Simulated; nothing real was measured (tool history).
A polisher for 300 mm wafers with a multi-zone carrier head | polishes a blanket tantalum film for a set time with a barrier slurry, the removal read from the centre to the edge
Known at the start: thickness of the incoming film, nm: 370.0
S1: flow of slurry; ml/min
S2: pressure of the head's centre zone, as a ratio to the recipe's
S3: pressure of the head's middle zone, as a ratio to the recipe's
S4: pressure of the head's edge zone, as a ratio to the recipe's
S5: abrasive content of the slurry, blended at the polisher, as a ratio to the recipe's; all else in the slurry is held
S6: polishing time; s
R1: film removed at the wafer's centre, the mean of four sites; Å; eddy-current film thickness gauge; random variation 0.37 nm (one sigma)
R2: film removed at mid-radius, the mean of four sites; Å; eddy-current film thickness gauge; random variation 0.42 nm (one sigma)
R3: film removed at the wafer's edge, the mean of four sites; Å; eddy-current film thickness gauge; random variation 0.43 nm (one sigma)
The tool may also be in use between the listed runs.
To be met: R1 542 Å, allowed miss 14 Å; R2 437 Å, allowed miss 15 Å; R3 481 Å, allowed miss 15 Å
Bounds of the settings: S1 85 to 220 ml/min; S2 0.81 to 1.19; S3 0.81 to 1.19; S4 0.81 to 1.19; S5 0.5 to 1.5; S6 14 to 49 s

{"run": 1, "hour": 0.0, "S1": 140, "S2": 1, "S3": 1, "S4": 1, "S5": 1, "S6": 31, "R1": 613.72, "R2": 595.12, "R3": 606.48}
{"run": 2, "hour": 4.9, "S1": 140, "S2": 0.92, "S3": 1, "S4": 1, "S5": 1, "S6": 31, "R1": 558.88, "R2": 606.12, "R3": 596.12}
{"run": 3, "hour": 13.1, "S1": 130, "S2": 0.95, "S3": 0.96, "S4": 0.95, "S5": 0.9, "S6": 31, "R1": 556.43, "R2": 563.93, "R3": 566.72}
{"run": 4, "hour": 16.7, "S1": 130, "S2": 0.95, "S3": 0.96, "S4": 0.95, "S5": 0.8, "S6": 31, "R1": 541.79, "R2": 538.44, "R3": 549.97}
{"run": 5, "hour": 17.6, "S1": 130, "S2": 0.95, "S3": 0.96, "S4": 0.95, "S5": 0.7, "S6": 31, "R1": 526.25, "R2": 527.44, "R3": 532.54}
{"run": 6, "hour": 24.0, "S1": 125, "S2": 0.98, "S3": 0.93, "S4": 0.92, "S5": 0.65, "S6": 31, "R1": 530.69, "R2": 508.35, "R3": 509.98}
{"run": 7, "hour": 32.1, "S1": 125, "S2": 0.98, "S3": 0.93, "S4": 0.92, "S5": 0.65, "S6": 31, "R1": 529.12, "R2": 497.52, "R3": 512.42}
{"run": 8, "hour": 37.3, "S1": 120, "S2": 1, "S3": 0.91, "S4": 0.91, "S5": 0.65, "S6": 31, "R1": 536.39, "R2": 481.85, "R3": 509.67}
{"run": 9, "hour": 38.2, "S1": 115, "S2": 1.01, "S3": 0.9, "S4": 0.89, "S5": 0.65, "S6": 31, "R1": 526.6, "R2": 475.18, "R3": 489.75}
{"run": 10, "hour": 39.4, "S1": 115, "S2": 1.02, "S3": 0.88, "S4": 0.89, "S5": 0.65, "S6": 31, "R1": 542.34, "R2": 462.85, "R3": 491.64}
{"run": 11, "hour": 46.3, "S1": 110, "S2": 1.03, "S3": 0.87, "S4": 0.89, "S5": 0.65, "S6": 31, "R1": 535.51, "R2": 459.8, "R3": 492.91}

Which of these 4 next moves meets every target?
{"run": "A", "hour": 53.2, "S1": 100, "S2": 0.98, "S3": 0.81, "S4": 0.96, "S5": 0.55, "S6": 34, "R1": "?", "R2": "?", "R3": "?"}
{"run": "B", "hour": 53.2, "S1": 160, "S2": 0.99, "S3": 0.96, "S4": 0.88, "S5": 0.7, "S6": 29, "R1": "?", "R2": "?", "R3": "?"}
{"run": "C", "hour": 53.2, "S1": 135, "S2": 1, "S3": 0.99, "S4": 0.92, "S5": 0.5, "S6": 30, "R1": "?", "R2": "?", "R3": "?"}
{"run": "D", "hour": 53.2, "S1": 180, "S2": 1.04, "S3": 0.84, "S4": 0.92, "S5": 0.5, "S6": 29, "R1": "?", "R2": "?", "R3": "?"}

move=A R1=513.17 R2=439.68 R3=532.82
move=B R1=535.6 R2=513.46 R3=500.35
move=C R1=496.96 R2=486.12 R3=475.69
move=D R1=532.1 R2=433.59 R3=479.95
A: brings the result that was furthest off to its target, and leaves another outside
B: further off than the last run
C: further off than the last run
D: meets every target
Move D is the one to make.
